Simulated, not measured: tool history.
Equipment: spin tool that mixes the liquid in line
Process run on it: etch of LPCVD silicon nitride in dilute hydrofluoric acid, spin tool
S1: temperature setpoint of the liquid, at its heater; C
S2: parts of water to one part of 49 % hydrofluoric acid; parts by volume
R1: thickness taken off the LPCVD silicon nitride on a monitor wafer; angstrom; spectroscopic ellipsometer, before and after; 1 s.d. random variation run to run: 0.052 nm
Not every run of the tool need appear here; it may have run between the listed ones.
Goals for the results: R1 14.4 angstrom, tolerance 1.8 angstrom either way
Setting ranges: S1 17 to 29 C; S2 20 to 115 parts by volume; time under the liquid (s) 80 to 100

run 1 day=0 | S1=21 S2=65 time_under_the_liquid_(s)=100 | R1=6.7879
run 2 day=0.246 | S1=21 S2=45 time_under_the_liquid_(s)=100 | R1=8.8934
run 3 day=0.446 | S1=21 S2=45 time_under_the_liquid_(s)=100 | R1=8.892
run 4 day=0.538 | S1=21 S2=45 time_under_the_liquid_(s)=100 | R1=9.1928
run 5 day=0.617 | S1=21 S2=45 time_under_the_liquid_(s)=80 | R1=7.056
run 6 day=0.692 | S1=23.5 S2=45 time_under_the_liquid_(s)=80 | R1=8.9841
run 7 day=0.825 | S1=24 S2=45 time_under_the_liquid_(s)=80 | R1=9.8508
run 8 day=1.079 | S1=24.5 S2=45 time_under_the_liquid_(s)=80 | R1=9.2567

Pick the move, out of 4, that brings all results within their allowed miss; only one does.
run A day=1.333 | S1=24 S2=35 time_under_the_liquid_(s)=100 | R1=?
run B day=1.333 | S1=25 S2=45 time_under_the_liquid_(s)=80 | R1=?
run C day=1.333 | S1=26 S2=25 time_under_the_liquid_(s)=80 | R1=?
run D day=1.333 | S1=25.5 S2=30 time_under_the_liquid_(s)=100 | R1=?

move=A R1=15.638
move=B R1=10.476
move=C R1=19.831
move=D R1=20.099
A: all results land within tolerance of their targets
B: better than the last run, though not everything is in spec
C: takes the biggest miss from the last run beyond its target
D: takes the biggest miss from the last run beyond its target
Correct choice: A, which meets every target
